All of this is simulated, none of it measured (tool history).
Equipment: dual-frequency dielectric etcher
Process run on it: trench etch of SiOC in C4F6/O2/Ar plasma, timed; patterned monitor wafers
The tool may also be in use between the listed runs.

| run | day | source power (kW) | bias power (kW) | etch time (s) | mean etch depth across the wafer (nm) |
|---|---|---|---|---|---|
| 1 | 0 | 0.43 | 0.216 | 10.5 | 23.91 |
| 2 | 0.142 | 0.49 | 0.216 | 10.5 | 25.356 |
| 3 | 0.296 | 0.49 | 0.216 | 10.5 | 25.472 |
| 4 | 0.604 | 0.52 | 0.216 | 10.5 | 26.075 |
| 5 | 0.954 | 0.48 | 0.21 | 10.5 | 24.814 |
| 6 | 1.296 | 0.48 | 0.245 | 10.5 | 26.11 |
| 7 | 1.446 | 0.48 | 0.245 | 10.5 | 26.206 |

What will run 8 give?
| 8 | 1.729 | 0.39 | 0.202 | 10.5 | ? |

{"run 8": {"mean etch depth across the wafer (nm)": 22.306}}

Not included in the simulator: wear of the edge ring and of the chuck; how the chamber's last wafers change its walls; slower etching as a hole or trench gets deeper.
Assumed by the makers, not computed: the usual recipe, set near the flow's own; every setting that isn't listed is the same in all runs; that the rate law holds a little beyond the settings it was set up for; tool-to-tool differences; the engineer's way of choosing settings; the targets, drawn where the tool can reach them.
